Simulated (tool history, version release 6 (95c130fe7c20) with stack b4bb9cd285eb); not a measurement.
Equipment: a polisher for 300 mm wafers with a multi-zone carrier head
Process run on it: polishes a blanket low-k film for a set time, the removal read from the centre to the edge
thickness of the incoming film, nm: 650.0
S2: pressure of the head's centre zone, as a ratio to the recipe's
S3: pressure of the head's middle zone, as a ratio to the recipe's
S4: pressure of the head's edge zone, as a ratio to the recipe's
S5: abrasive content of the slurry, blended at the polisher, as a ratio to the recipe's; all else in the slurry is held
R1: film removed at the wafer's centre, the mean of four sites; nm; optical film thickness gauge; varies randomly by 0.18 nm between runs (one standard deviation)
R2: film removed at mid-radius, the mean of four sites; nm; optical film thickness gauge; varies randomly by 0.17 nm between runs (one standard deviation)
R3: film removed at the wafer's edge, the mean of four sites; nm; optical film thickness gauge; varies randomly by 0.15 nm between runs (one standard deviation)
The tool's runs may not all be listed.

{"run": 1, "hour": 0.0, "flow of slurry (ml/min)": 150, "S2": 1, "S3": 1, "S4": 1, "S5": 1, "polishing time (s)": 86, "R1": 32.712, "R2": 33.652, "R3": 33.23}
{"run": 2, "hour": 7.5, "flow of slurry (ml/min)": 125, "S2": 1, "S3": 1, "S4": 1, "S5": 1, "polishing time (s)": 86, "R1": 32.324, "R2": 31.863, "R3": 31.767}
{"run": 3, "hour": 14.7, "flow of slurry (ml/min)": 115, "S2": 0.98, "S3": 0.96, "S4": 0.98, "S5": 0.85, "polishing time (s)": 75, "R1": 23.223, "R2": 23.275, "R3": 24.462}
{"run": 4, "hour": 16.9, "flow of slurry (ml/min)": 115, "S2": 0.98, "S3": 0.93, "S4": 0.98, "S5": 0.85, "polishing time (s)": 75, "R1": 23.445, "R2": 22.306, "R3": 24.104}
{"run": 5, "hour": 18.9, "flow of slurry (ml/min)": 110, "S2": 0.98, "S3": 0.91, "S4": 0.94, "S5": 0.75, "polishing time (s)": 72, "R1": 19.625, "R2": 19.222, "R3": 19.611}
{"run": 6, "hour": 19.7, "flow of slurry (ml/min)": 105, "S2": 0.98, "S3": 0.88, "S4": 0.94, "S5": 0.7, "polishing time (s)": 71, "R1": 17.89, "R2": 16.769, "R3": 17.855}

What does the tool deliver on the next run?
{"run": 7, "hour": 20.8, "flow of slurry (ml/min)": 100, "S2": 0.97, "S3": 0.86, "S4": 0.93, "S5": 0.7, "polishing time (s)": 71, "R1": "?", "R2": "?", "R3": "?"}

Run 7 yielded R1 16.782 nm, R2 16.104 nm, R3 17.858 nm.
